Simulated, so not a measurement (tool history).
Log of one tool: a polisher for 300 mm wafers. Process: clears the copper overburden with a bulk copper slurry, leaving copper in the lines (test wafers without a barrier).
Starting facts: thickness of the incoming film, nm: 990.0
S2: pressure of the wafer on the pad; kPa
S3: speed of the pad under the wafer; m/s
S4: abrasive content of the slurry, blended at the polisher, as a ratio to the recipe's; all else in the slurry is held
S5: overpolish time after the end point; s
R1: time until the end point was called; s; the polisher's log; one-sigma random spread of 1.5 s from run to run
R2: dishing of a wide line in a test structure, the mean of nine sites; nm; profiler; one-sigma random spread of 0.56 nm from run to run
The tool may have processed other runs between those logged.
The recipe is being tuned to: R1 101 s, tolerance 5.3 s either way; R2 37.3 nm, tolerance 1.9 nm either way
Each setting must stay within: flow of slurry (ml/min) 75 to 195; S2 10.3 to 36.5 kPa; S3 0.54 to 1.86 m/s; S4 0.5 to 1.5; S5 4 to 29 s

{"run": 1, "day": 0.0, "flow of slurry (ml/min)": 125, "S2": 23.4, "S3": 1.18, "S4": 1, "S5": 15, "R1": 78.749, "R2": 67.442}
{"run": 2, "day": 0.088, "flow of slurry (ml/min)": 125, "S2": 23.4, "S3": 0.94, "S4": 1, "S5": 15, "R1": 97.928, "R2": 61.034}
{"run": 3, "day": 0.292, "flow of slurry (ml/min)": 135, "S2": 22.1, "S3": 0.96, "S4": 1.05, "S5": 14, "R1": 99.157, "R2": 59.08}
{"run": 4, "day": 0.625, "flow of slurry (ml/min)": 135, "S2": 22.1, "S3": 1.16, "S4": 1.05, "S5": 14, "R1": 80.849, "R2": 62.783}
{"run": 5, "day": 0.983, "flow of slurry (ml/min)": 135, "S2": 22.1, "S3": 1.16, "S4": 1.05, "S5": 9, "R1": 83.508, "R2": 52.26}
{"run": 6, "day": 1.062, "flow of slurry (ml/min)": 140, "S2": 20.7, "S3": 1.18, "S4": 1.1, "S5": 8, "R1": 81.813, "R2": 47.048}
{"run": 7, "day": 1.371, "flow of slurry (ml/min)": 140, "S2": 20, "S3": 1.18, "S4": 1.1, "S5": 8, "R1": 84.743, "R2": 46.02}
{"run": 8, "day": 1.571, "flow of slurry (ml/min)": 135, "S2": 13.8, "S3": 1.26, "S4": 1.1, "S5": 4, "R1": 105.64, "R2": 23.442}
{"run": 9, "day": 1.6, "flow of slurry (ml/min)": 140, "S2": 14.5, "S3": 1.24, "S4": 1.1, "S5": 5, "R1": 99.485, "R2": 29.055}
{"run": 10, "day": 1.929, "flow of slurry (ml/min)": 145, "S2": 14.5, "S3": 1.22, "S4": 1.1, "S5": 5, "R1": 104.3, "R2": 28.497}

Which of these 5 next moves meets every target?
{"run": "A", "day": 2.258, "flow of slurry (ml/min)": 150, "S2": 12.4, "S3": 1.42, "S4": 1, "S5": 7, "R1": "?", "R2": "?"}
{"run": "B", "day": 2.258, "flow of slurry (ml/min)": 150, "S2": 17.2, "S3": 0.98, "S4": 1.05, "S5": 10, "R1": "?", "R2": "?"}
{"run": "C", "day": 2.258, "flow of slurry (ml/min)": 185, "S2": 16.5, "S3": 0.92, "S4": 1.05, "S5": 10, "R1": "?", "R2": "?"}
{"run": "D", "day": 2.258, "flow of slurry (ml/min)": 140, "S2": 14.5, "S3": 1.16, "S4": 1.05, "S5": 8, "R1": "?", "R2": "?"}
{"run": "E", "day": 2.258, "flow of slurry (ml/min)": 165, "S2": 15.2, "S3": 1.06, "S4": 1, "S5": 9, "R1": "?", "R2": "?"}

move=A R1=101.02 R2=36.43
move=B R1=112.39 R2=43.828
move=C R1=119.13 R2=42.109
move=D R1=110.02 R2=37.964
move=E R1=114.45 R2=40.137
A: each result inside its tolerance
B: carries the result that was furthest off beyond its target, to the other side
C: carries the result that was furthest off beyond its target, to the other side
D: brings the result that was furthest off to its target, and leaves another outside
E: carries the result that was furthest off beyond its target, to the other side
Go with A: it meets all targets.
